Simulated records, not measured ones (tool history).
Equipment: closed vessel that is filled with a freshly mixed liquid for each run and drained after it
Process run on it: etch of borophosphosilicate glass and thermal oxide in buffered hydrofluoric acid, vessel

run,hour,temperature setpoint of the liquid (K),parts of 40 % ammonium fluoride to one part of 49 % hydrofluoric acid (parts by volume),time in the liquid (s),thickness taken off the borophosphosilicate glass on a monitor wafer (nm),thickness taken off the thermal oxide on a monitor wafer (nm)
1,0.0,295.15,17.5,60,51.223,36.955
2,4.8,291.65,17.5,60,42.256,30.059
3,10.0,291.65,17.5,75,52.489,37.602
4,15.1,291.65,14.0,75,65.888,46.192
5,20.9,291.65,14.0,95,83.353,59.354
6,25.2,290.15,14.0,95,75.884,54.343
7,28.6,290.15,16.0,90,64.588,45.719

Expected results for the next run?
8,29.4,290.15,17.5,85,?,?

{"run 8": {"thickness taken off the borophosphosilicate glass on a monitor wafer (nm)": 54.598, "thickness taken off the thermal oxide on a monitor wafer (nm)": 38.804}}
